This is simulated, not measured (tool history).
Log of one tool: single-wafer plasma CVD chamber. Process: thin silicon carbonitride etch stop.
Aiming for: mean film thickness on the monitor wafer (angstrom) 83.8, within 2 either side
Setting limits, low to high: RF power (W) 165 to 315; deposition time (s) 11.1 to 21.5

run	hour	RF power (W)	deposition time (s)	mean film thickness on the monitor wafer (angstrom)
1	0	240	16.3	95.256
2	5.7	270	16.3	99.223
3	7	255	15.9	95.288
4	9.3	270	15.9	96.775
5	10.4	255	15.6	92.935
6	15.3	245	15.4	90.631
7	18.3	235	15.3	89.1
8	23.6	230	15.2	88.113
9	30	225	15.1	86.33

Consider the 5 candidate settings below. Which is the only one whose results all fall within their allowed miss of target?
A	36.4	210	15	?
B	36.4	220	13.8	?
C	36.4	235	15.3	?
D	36.4	215	14.1	?
E	36.4	205	15.9	?

move	mean film thickness on the monitor wafer (angstrom)
A	84.392
B	78.86
C	89.372
D	79.957
E	88.733
A: all results in spec
B: carries the result that was furthest off beyond its target, to the other side
C: moves away from the targets compared with the last run
D: carries the result that was furthest off beyond its target, to the other side
E: moves away from the targets compared with the last run
Move A is the one to make.

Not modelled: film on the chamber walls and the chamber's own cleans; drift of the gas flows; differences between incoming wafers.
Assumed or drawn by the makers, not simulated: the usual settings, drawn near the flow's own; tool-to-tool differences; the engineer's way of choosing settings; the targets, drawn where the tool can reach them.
